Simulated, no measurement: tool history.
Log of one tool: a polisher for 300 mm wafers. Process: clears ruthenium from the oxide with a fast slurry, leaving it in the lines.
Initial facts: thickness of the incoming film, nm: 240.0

run,hour,flow of slurry (ml/min),pressure of the wafer on the pad (kPa),speed of the pad under the wafer (cm/s),abrasive content of the slurry,overpolish time after the end point (s),time until the end point was called (s),dishing of a wide line in a test structure (Å)
1,0.0,255,20.0,92,1.00,15,76.691,340.72
2,1.1,255,15.2,92,1.00,15,100.010,273.08
3,6.0,255,15.2,92,1.00,20,100.770,361.13
4,13.4,255,14.5,92,1.00,17,104.740,299.29
5,22.3,255,15.9,84,1.00,14,105.090,257.68
6,24.1,235,14.5,96,0.90,12,107.790,211.56
7,31.6,220,13.8,106,0.80,10,114.670,170.26
8,38.6,205,13.8,114,0.75,9,111.590,158.74
9,42.2,195,13.8,120,0.70,8,111.910,140.27

Run 10 has not been measured yet. What should we expect?
10,47.4,185,14.5,126,0.65,7,?,?

{"run 10": {"time until the end point was called (s)": 108.21, "dishing of a wide line in a test structure (Å)": 132.57}}

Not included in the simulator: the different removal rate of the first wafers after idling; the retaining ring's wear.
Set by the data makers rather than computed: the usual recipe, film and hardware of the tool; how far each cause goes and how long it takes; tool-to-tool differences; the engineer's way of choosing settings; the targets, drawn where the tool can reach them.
